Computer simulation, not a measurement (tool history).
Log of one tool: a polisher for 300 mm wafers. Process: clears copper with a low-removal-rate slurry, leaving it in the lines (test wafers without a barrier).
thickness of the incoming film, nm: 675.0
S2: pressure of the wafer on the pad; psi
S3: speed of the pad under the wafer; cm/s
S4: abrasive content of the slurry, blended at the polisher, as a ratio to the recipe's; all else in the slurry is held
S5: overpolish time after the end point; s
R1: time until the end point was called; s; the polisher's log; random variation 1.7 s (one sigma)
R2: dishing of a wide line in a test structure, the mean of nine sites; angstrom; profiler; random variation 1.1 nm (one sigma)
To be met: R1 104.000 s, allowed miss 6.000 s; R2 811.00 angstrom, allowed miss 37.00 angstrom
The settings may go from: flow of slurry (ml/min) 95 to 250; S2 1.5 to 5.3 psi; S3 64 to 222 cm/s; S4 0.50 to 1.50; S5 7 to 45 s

{"run": 1, "hour": 0.0, "flow of slurry (ml/min)": 160, "S2": 3.4, "S3": 142, "S4": 1.0, "S5": 23, "R1": 148.69, "R2": 590.3}
{"run": 2, "hour": 8.2, "flow of slurry (ml/min)": 160, "S2": 2.8, "S3": 142, "S4": 1.0, "S5": 23, "R1": 177.75, "R2": 519.39}
{"run": 3, "hour": 9.7, "flow of slurry (ml/min)": 160, "S2": 2.0, "S3": 142, "S4": 1.0, "S5": 23, "R1": 239.37, "R2": 408.13}
{"run": 4, "hour": 10.7, "flow of slurry (ml/min)": 160, "S2": 2.0, "S3": 160, "S4": 1.0, "S5": 23, "R1": 221.69, "R2": 438.82}
{"run": 5, "hour": 14.8, "flow of slurry (ml/min)": 160, "S2": 2.2, "S3": 160, "S4": 1.0, "S5": 23, "R1": 196.77, "R2": 470.76}
{"run": 6, "hour": 21.6, "flow of slurry (ml/min)": 160, "S2": 2.2, "S3": 176, "S4": 1.0, "S5": 23, "R1": 182.64, "R2": 490.77}
{"run": 7, "hour": 28.1, "flow of slurry (ml/min)": 160, "S2": 2.4, "S3": 176, "S4": 1.0, "S5": 23, "R1": 168.31, "R2": 524.2}
{"run": 8, "hour": 35.9, "flow of slurry (ml/min)": 160, "S2": 2.5, "S3": 176, "S4": 1.0, "S5": 23, "R1": 158.75, "R2": 547.13}
{"run": 9, "hour": 44.2, "flow of slurry (ml/min)": 160, "S2": 2.6, "S3": 176, "S4": 1.0, "S5": 23, "R1": 153.98, "R2": 545.5}
{"run": 10, "hour": 52.1, "flow of slurry (ml/min)": 160, "S2": 2.7, "S3": 176, "S4": 1.0, "S5": 23, "R1": 149.55, "R2": 570.3}
{"run": 11, "hour": 61.0, "flow of slurry (ml/min)": 165, "S2": 3.7, "S3": 178, "S4": 1.0, "S5": 25, "R1": 109.22, "R2": 738.56}

Which of these 4 next moves meets every target?
{"run": "A", "hour": 69.9, "flow of slurry (ml/min)": 155, "S2": 3.7, "S3": 180, "S4": 1.0, "S5": 22, "R1": "?", "R2": "?"}
{"run": "B", "hour": 69.9, "flow of slurry (ml/min)": 140, "S2": 5.2, "S3": 142, "S4": 1.2, "S5": 15, "R1": "?", "R2": "?"}
{"run": "C", "hour": 69.9, "flow of slurry (ml/min)": 165, "S2": 4.1, "S3": 170, "S4": 0.95, "S5": 27, "R1": "?", "R2": "?"}
{"run": "D", "hour": 69.9, "flow of slurry (ml/min)": 150, "S2": 3.6, "S3": 172, "S4": 1.1, "S5": 22, "R1": "?", "R2": "?"}

move=A R1=109.520 R2=714.71
move=B R1=97.609 R2=626.32
move=C R1=105.250 R2=823.73
move=D R1=116.040 R2=689.11
A: further off than the last run
B: further off than the last run
C: meets every target
D: further off than the last run
Move C is the one to make.
